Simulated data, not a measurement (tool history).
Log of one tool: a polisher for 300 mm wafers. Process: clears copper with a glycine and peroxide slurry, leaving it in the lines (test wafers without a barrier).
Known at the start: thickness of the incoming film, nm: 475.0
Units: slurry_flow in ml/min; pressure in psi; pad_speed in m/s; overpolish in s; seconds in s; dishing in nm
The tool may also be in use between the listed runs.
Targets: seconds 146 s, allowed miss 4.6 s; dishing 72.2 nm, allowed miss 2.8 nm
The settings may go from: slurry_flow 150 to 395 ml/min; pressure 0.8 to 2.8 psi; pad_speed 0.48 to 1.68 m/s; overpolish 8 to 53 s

| run | day | slurry_flow | pressure | pad_speed | overpolish | seconds | dishing |
|---|---|---|---|---|---|---|---|
| 1 | 0 | 250 | 1.8 | 1.08 | 27 | 149.75 | 57.104 |
| 2 | 0.138 | 250 | 1.8 | 0.82 | 27 | 184.13 | 50.702 |
| 3 | 0.454 | 250 | 2.1 | 0.82 | 27 | 164.91 | 55.452 |
| 4 | 0.817 | 250 | 2.1 | 0.82 | 28 | 166.44 | 56.754 |
| 5 | 0.992 | 250 | 2.1 | 1.04 | 28 | 137.41 | 63.856 |
| 6 | 1.25 | 250 | 2.1 | 1.04 | 29 | 136.48 | 64.067 |
| 7 | 1.338 | 250 | 2.1 | 1.04 | 30 | 137.25 | 67.613 |
| 8 | 1.588 | 240 | 2 | 1.02 | 32 | 145.95 | 67.698 |
| 9 | 1.85 | 240 | 2 | 1.02 | 33 | 146.39 | 66.43 |

Which of these 4 next moves meets every target?
| A | 2.112 | 230 | 2 | 1.02 | 42 | ? | ? |
| B | 2.112 | 310 | 1.9 | 1.04 | 37 | ? | ? |
| C | 2.112 | 310 | 2 | 1.06 | 29 | ? | ? |
| D | 2.112 | 225 | 1.8 | 1.14 | 25 | ? | ? |

| move | seconds | dishing |
|---|---|---|
| A | 147.02 | 76.342 |
| B | 147.82 | 70.25 |
| C | 139.97 | 62.721 |
| D | 146.57 | 54.249 |
A: takes the result that was furthest off past its target
B: meets every target
C: further off than the last run
D: further off than the last run
The right move is B.
